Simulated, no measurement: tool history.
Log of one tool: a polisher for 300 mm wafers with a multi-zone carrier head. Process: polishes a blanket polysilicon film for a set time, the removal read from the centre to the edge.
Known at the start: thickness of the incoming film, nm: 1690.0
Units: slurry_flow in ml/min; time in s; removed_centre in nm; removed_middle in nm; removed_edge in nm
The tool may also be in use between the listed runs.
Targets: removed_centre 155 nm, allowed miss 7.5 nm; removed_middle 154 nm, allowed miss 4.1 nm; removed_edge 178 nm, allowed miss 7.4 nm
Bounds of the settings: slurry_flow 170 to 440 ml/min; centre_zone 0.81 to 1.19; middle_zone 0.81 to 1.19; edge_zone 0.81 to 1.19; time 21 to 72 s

{"run": 1, "hour": 0.0, "slurry_flow": 280, "centre_zone": 1, "middle_zone": 1, "edge_zone": 1, "time": 46, "removed_centre": 271.02, "removed_middle": 274.62, "removed_edge": 269.44}
{"run": 2, "hour": 4.2, "slurry_flow": 320, "centre_zone": 1, "middle_zone": 1, "edge_zone": 1, "time": 46, "removed_centre": 271.8, "removed_middle": 278.29, "removed_edge": 270.27}
{"run": 3, "hour": 6.4, "slurry_flow": 320, "centre_zone": 1, "middle_zone": 1, "edge_zone": 1, "time": 42, "removed_centre": 256.45, "removed_middle": 254.35, "removed_edge": 245.79}
{"run": 4, "hour": 10.1, "slurry_flow": 300, "centre_zone": 0.95, "middle_zone": 0.95, "edge_zone": 1.01, "time": 38, "removed_centre": 215.32, "removed_middle": 220.98, "removed_edge": 221.82}
{"run": 5, "hour": 10.9, "slurry_flow": 335, "centre_zone": 0.95, "middle_zone": 0.95, "edge_zone": 1.01, "time": 38, "removed_centre": 221.33, "removed_middle": 222.91, "removed_edge": 227.17}
{"run": 6, "hour": 13.7, "slurry_flow": 325, "centre_zone": 0.92, "middle_zone": 0.91, "edge_zone": 1.02, "time": 35, "removed_centre": 193.27, "removed_middle": 194.3, "removed_edge": 210.74}
{"run": 7, "hour": 20.6, "slurry_flow": 315, "centre_zone": 0.9, "middle_zone": 0.88, "edge_zone": 1, "time": 34, "removed_centre": 185.54, "removed_middle": 185.71, "removed_edge": 195.79}
{"run": 8, "hour": 26.1, "slurry_flow": 310, "centre_zone": 0.89, "middle_zone": 0.86, "edge_zone": 1.01, "time": 33, "removed_centre": 175.96, "removed_middle": 179.41, "removed_edge": 195.96}
{"run": 9, "hour": 27.3, "slurry_flow": 310, "centre_zone": 0.89, "middle_zone": 0.85, "edge_zone": 1.02, "time": 32, "removed_centre": 168.61, "removed_middle": 168.61, "removed_edge": 186.81}
{"run": 10, "hour": 33.0, "slurry_flow": 295, "centre_zone": 0.89, "middle_zone": 0.84, "edge_zone": 1.03, "time": 32, "removed_centre": 173.12, "removed_middle": 166.69, "removed_edge": 189.91}
{"run": 11, "hour": 37.5, "slurry_flow": 295, "centre_zone": 0.89, "middle_zone": 0.84, "edge_zone": 1.03, "time": 32, "removed_centre": 169.07, "removed_middle": 168.48, "removed_edge": 184.75}
{"run": 12, "hour": 44.6, "slurry_flow": 295, "centre_zone": 0.88, "middle_zone": 0.83, "edge_zone": 1.05, "time": 31, "removed_centre": 163.68, "removed_middle": 162.87, "removed_edge": 185.92}
{"run": 13, "hour": 46.3, "slurry_flow": 290, "centre_zone": 0.88, "middle_zone": 0.82, "edge_zone": 1.05, "time": 31, "removed_centre": 159.49, "removed_middle": 161.43, "removed_edge": 184.46}

Which of these 4 next moves meets every target?
{"run": "A", "hour": 48.0, "slurry_flow": 255, "centre_zone": 0.87, "middle_zone": 0.96, "edge_zone": 1.05, "time": 31, "removed_centre": "?", "removed_middle": "?", "removed_edge": "?"}
{"run": "B", "hour": 48.0, "slurry_flow": 275, "centre_zone": 0.87, "middle_zone": 0.81, "edge_zone": 1.12, "time": 31, "removed_centre": "?", "removed_middle": "?", "removed_edge": "?"}
{"run": "C", "hour": 48.0, "slurry_flow": 195, "centre_zone": 0.9, "middle_zone": 0.85, "edge_zone": 1.09, "time": 30, "removed_centre": "?", "removed_middle": "?", "removed_edge": "?"}
{"run": "D", "hour": 48.0, "slurry_flow": 290, "centre_zone": 0.93, "middle_zone": 0.81, "edge_zone": 1.06, "time": 31, "removed_centre": "?", "removed_middle": "?", "removed_edge": "?"}

move=A removed_centre=157.48 removed_middle=177.73 removed_edge=184.56
move=B removed_centre=158.66 removed_middle=157.76 removed_edge=192.09
move=C removed_centre=152.21 removed_middle=152.15 removed_edge=178.03
move=D removed_centre=170.66 removed_middle=158.53 removed_edge=187.55
A: further off than the last run
B: brings the result that was furthest off to its target, and leaves another outside
C: meets every target
D: further off than the last run
The right move is C.

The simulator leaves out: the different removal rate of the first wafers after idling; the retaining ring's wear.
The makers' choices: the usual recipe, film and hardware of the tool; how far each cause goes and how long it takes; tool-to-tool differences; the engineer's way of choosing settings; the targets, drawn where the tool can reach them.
